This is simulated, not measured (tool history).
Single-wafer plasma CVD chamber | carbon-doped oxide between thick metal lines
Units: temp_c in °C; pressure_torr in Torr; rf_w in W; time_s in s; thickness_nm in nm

run  hour  temp_c  pressure_torr  rf_w  time_s  thickness_nm
  1   0.0     370           4.61   580     316        1478.1
  2   3.7     370           4.61   580     316        1481.3
  3  10.4     375           4.61   580     316        1477.5
  4  11.5     375           4.77   595     316        1506.1
  5  12.7     369           4.77   595     316        1521.5
  6  18.2     369           4.77   595     316        1505.0
  7  24.5     369           4.85   610     316        1543.5
  8  31.9     369           5.02   620     316        1579.4
  9  35.8     369           5.20   625     316        1596.6
 10  41.9     369           5.36   630     316        1623.8

The next listed run, before its measurement:
 11  50.7     359           6.20   640     316             ?

{"run 11": {"thickness_nm": 1686.1}}
